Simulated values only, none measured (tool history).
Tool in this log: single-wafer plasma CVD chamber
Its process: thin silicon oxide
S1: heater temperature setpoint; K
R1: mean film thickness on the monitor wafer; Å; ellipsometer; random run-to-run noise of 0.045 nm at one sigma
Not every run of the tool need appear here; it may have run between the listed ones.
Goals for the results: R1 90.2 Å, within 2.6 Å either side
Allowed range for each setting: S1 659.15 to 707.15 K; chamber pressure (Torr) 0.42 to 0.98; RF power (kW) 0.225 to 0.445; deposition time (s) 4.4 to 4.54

Run 1, hour 0: S1 683.15 K, chamber pressure (Torr) 0.7, RF power (kW) 0.335, deposition time (s) 4.4. Result: R1 75.187 Å.
Run 2, hour 2.1: S1 683.15 K, chamber pressure (Torr) 0.7, RF power (kW) 0.335, deposition time (s) 4.54. Result: R1 78.422 Å.
Run 3, hour 7.6: S1 683.15 K, chamber pressure (Torr) 0.723, RF power (kW) 0.335, deposition time (s) 4.54. Result: R1 80.793 Å.
Run 4, hour 12.6: S1 683.15 K, chamber pressure (Torr) 0.723, RF power (kW) 0.335, deposition time (s) 4.4. Result: R1 78.157 Å.
Run 5, hour 21.1: S1 683.15 K, chamber pressure (Torr) 0.723, RF power (kW) 0.295, deposition time (s) 4.4. Result: R1 75.343 Å.
Run 6, hour 27.8: S1 683.15 K, chamber pressure (Torr) 0.752, RF power (kW) 0.295, deposition time (s) 4.4. Result: R1 77.198 Å.
Run 7, hour 31.1: S1 683.15 K, chamber pressure (Torr) 0.781, RF power (kW) 0.295, deposition time (s) 4.4. Result: R1 79.571 Å.
Run 8, hour 38.2: S1 683.15 K, chamber pressure (Torr) 0.807, RF power (kW) 0.295, deposition time (s) 4.4. Result: R1 81.864 Å.
Run 9, hour 43.4: S1 683.15 K, chamber pressure (Torr) 0.827, RF power (kW) 0.295, deposition time (s) 4.4. Result: R1 83.944 Å.
Run 10, hour 48.5: S1 683.15 K, chamber pressure (Torr) 0.842, RF power (kW) 0.295, deposition time (s) 4.4. Result: R1 84.556 Å.

Which of these 4 next moves meets every target?
Run A, hour 53.6: S1 676.15 K, chamber pressure (Torr) 0.814, RF power (kW) 0.265, deposition time (s) 4.4. Result: R1 ?.
Run B, hour 53.6: S1 682.15 K, chamber pressure (Torr) 0.838, RF power (kW) 0.3, deposition time (s) 4.43. Result: R1 ?.
Run C, hour 53.6: S1 683.15 K, chamber pressure (Torr) 0.875, RF power (kW) 0.285, deposition time (s) 4.54. Result: R1 ?.
Run D, hour 53.6: S1 695.15 K, chamber pressure (Torr) 0.889, RF power (kW) 0.24, deposition time (s) 4.54. Result: R1 ?.

move      R1
   A  80.444
   B  85.932
   C  89.439
   D  84.978
A: lands further from the targets than the last run did
B: closes in on the targets versus the last run, not all within tolerance yet
C: all results in spec
D: closes in on the targets versus the last run, not all within tolerance yet
C meets every target.
